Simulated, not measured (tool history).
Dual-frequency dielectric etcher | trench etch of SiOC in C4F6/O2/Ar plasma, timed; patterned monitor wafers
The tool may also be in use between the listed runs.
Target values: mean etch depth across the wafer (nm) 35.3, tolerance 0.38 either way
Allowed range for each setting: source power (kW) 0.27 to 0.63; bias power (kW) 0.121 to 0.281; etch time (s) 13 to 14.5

run,hour,source power (kW),bias power (kW),etch time (s),mean etch depth across the wafer (nm)
1,0,0.45,0.201,14.5,30.585
2,7,0.45,0.201,14.5,30.446
3,12.1,0.45,0.201,13,27.501
4,17.9,0.49,0.201,13,28.477
5,22.2,0.49,0.201,13,28.664
6,29.2,0.53,0.22,13,30.44
7,38.1,0.56,0.233,13,31.965
8,46.8,0.58,0.241,13,32.613
9,54.4,0.59,0.249,13,33.286

Below are 4 possible settings for the next run. Only one of them brings all results inside the allowed miss of their targets. Which is it?
A,62,0.55,0.24,13,?
B,62,0.62,0.243,13,?
C,62,0.63,0.247,13,?
D,62,0.57,0.228,14.5,?

move,mean etch depth across the wafer (nm)
A,31.89
B,33.736
C,34.151
D,35.534
A: moves away from the targets compared with the last run
B: closes in on the targets versus the last run, not all within tolerance yet
C: closes in on the targets versus the last run, not all within tolerance yet
D: meets every target
Move D is the one to make.
